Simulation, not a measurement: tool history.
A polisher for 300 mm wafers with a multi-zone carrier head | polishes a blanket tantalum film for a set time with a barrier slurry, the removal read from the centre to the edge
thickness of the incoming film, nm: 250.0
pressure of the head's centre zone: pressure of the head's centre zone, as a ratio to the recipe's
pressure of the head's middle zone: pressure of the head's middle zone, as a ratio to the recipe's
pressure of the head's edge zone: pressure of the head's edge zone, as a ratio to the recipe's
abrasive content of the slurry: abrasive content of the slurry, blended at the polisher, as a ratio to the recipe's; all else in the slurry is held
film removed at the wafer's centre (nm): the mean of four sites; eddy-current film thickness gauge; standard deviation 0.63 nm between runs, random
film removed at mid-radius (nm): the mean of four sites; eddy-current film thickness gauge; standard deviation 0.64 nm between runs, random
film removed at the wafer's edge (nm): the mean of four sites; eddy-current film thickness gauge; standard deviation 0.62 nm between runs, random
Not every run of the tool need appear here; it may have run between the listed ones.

| run | hour | flow of slurry (ml/min) | pressure of the head's centre zone | pressure of the head's middle zone | pressure of the head's edge zone | abrasive content of the slurry | polishing time (s) | film removed at the wafer's centre (nm) | film removed at mid-radius (nm) | film removed at the wafer's edge (nm) |
|---|---|---|---|---|---|---|---|---|---|---|
| 1 | 0 | 300 | 1 | 1 | 1 | 1 | 44 | 47.849 | 48.226 | 49.234 |
| 2 | 1.2 | 300 | 1 | 1 | 1 | 1 | 38 | 41.459 | 41.504 | 42.015 |
| 3 | 4.2 | 300 | 1 | 1 | 1 | 1.2 | 38 | 43.382 | 44.281 | 45.32 |
| 4 | 7.7 | 300 | 1 | 1 | 0.94 | 1.2 | 38 | 43.646 | 44.99 | 44.254 |
| 5 | 12.6 | 310 | 1.05 | 1 | 0.98 | 1.3 | 41 | 51.667 | 48.059 | 51.206 |
| 6 | 13.4 | 320 | 1.08 | 1.05 | 1 | 1.35 | 42 | 53.948 | 53.528 | 52.193 |
| 7 | 22.4 | 325 | 1.11 | 1.04 | 1.03 | 1.4 | 43 | 58.534 | 54.301 | 54.436 |
| 8 | 30.7 | 325 | 1.11 | 1.03 | 1.04 | 1.45 | 45 | 62.539 | 57.37 | 58.91 |
| 9 | 35.7 | 330 | 1.12 | 1.02 | 1.06 | 1.45 | 46 | 63.982 | 57.117 | 59.353 |
| 10 | 44.1 | 325 | 1.12 | 1.01 | 1.06 | 1.45 | 47 | 65.116 | 58.56 | 61.486 |

Estimate the outcome of run 11 from the log above:
| 11 | 46.8 | 325 | 1.13 | 1 | 1.07 | 1.45 | 47 | ? | ? | ? |

{"run 11": {"film removed at the wafer's centre (nm)": 64.521, "film removed at mid-radius (nm)": 57.91, "film removed at the wafer's edge (nm)": 61.391}}

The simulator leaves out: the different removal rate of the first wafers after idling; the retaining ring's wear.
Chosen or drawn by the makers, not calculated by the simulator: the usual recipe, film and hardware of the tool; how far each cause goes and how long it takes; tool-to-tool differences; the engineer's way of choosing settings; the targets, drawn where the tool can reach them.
